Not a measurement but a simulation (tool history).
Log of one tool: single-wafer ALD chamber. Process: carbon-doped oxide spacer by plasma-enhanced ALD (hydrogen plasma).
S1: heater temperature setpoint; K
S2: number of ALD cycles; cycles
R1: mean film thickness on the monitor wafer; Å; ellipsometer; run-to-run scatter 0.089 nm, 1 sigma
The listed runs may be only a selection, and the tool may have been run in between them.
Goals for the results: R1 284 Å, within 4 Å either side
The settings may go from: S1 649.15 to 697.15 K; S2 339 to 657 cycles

{"run": 1, "day": 0.0, "S1": 673.15, "S2": 498, "R1": 230.14}
{"run": 2, "day": 0.171, "S1": 680.15, "S2": 498, "R1": 225.65}
{"run": 3, "day": 0.438, "S1": 675.15, "S2": 522, "R1": 242.01}
{"run": 4, "day": 0.842, "S1": 675.15, "S2": 488, "R1": 224.08}
{"run": 5, "day": 1.112, "S1": 671.15, "S2": 512, "R1": 236.76}
{"run": 6, "day": 1.475, "S1": 662.15, "S2": 512, "R1": 238.07}
{"run": 7, "day": 1.867, "S1": 662.15, "S2": 533, "R1": 247.08}
{"run": 8, "day": 2.142, "S1": 662.15, "S2": 551, "R1": 255.31}
{"run": 9, "day": 2.542, "S1": 662.15, "S2": 566, "R1": 261.86}
{"run": 10, "day": 2.633, "S1": 662.15, "S2": 578, "R1": 267.66}
{"run": 11, "day": 2.983, "S1": 662.15, "S2": 586, "R1": 272.71}

5 next moves are on the table. One of them brings every result within its allowed miss. Which?
{"run": "A", "day": 3.333, "S1": 663.15, "S2": 589, "R1": "?"}
{"run": "B", "day": 3.333, "S1": 662.15, "S2": 626, "R1": "?"}
{"run": "C", "day": 3.333, "S1": 660.15, "S2": 635, "R1": "?"}
{"run": "D", "day": 3.333, "S1": 659.15, "S2": 566, "R1": "?"}
{"run": "E", "day": 3.333, "S1": 664.15, "S2": 614, "R1": "?"}

move=A R1=271.83
move=B R1=288.91
move=C R1=293.06
move=D R1=261.22
move=E R1=283.37
A: lands further from the targets than the last run did
B: carries the result that was furthest off beyond its target, to the other side
C: carries the result that was furthest off beyond its target, to the other side
D: lands further from the targets than the last run did
E: each result inside its tolerance
The right move is E.

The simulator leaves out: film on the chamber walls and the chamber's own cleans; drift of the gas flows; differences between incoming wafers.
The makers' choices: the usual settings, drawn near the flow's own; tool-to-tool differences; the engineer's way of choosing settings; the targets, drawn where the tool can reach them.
